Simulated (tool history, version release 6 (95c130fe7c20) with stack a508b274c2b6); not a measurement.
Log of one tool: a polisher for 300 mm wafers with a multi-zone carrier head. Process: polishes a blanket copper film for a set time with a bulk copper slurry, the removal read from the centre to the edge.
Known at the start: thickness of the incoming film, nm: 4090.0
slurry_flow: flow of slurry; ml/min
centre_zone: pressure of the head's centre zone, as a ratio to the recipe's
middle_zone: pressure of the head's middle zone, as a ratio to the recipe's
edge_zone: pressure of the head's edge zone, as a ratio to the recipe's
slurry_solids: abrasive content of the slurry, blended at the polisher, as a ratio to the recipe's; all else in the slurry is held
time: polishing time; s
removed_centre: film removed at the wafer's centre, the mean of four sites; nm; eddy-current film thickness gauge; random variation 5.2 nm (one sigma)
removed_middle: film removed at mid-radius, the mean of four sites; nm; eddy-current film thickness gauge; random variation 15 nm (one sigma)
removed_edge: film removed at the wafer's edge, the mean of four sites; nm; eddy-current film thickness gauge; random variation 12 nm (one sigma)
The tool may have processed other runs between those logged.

run	hour	slurry_flow	centre_zone	middle_zone	edge_zone	slurry_solids	time	removed_centre	removed_middle	removed_edge
1	0	165	1	1	1	1	70	677.93	659.5	652.66
2	1.8	140	1	1	1	1	70	647.91	629	629.3
3	8.1	175	0.97	1.07	1.02	1.15	71	697.77	748.69	691.79
4	11.6	175	0.97	1.07	1.08	1.15	71	697.03	740.87	699.6
5	19.4	175	0.97	1.07	1.08	1.15	63	611.29	647.81	632.65
6	22.1	195	0.95	1.11	1.09	1.25	66	653.89	706.81	670.62
7	24.8	145	0.85	1.19	0.99	1.5	85	725.99	997.9	821.14
8	29.6	160	0.86	1.18	0.98	1.5	85	763.36	1015.9	821.92

Run 9 comes next. What will it give?
9	37.2	165	0.86	1.17	0.98	1.5	85	?	?	?

Run 9 produced removed_centre 757.86 nm, removed_middle 980.39 nm, removed_edge 848.28 nm.
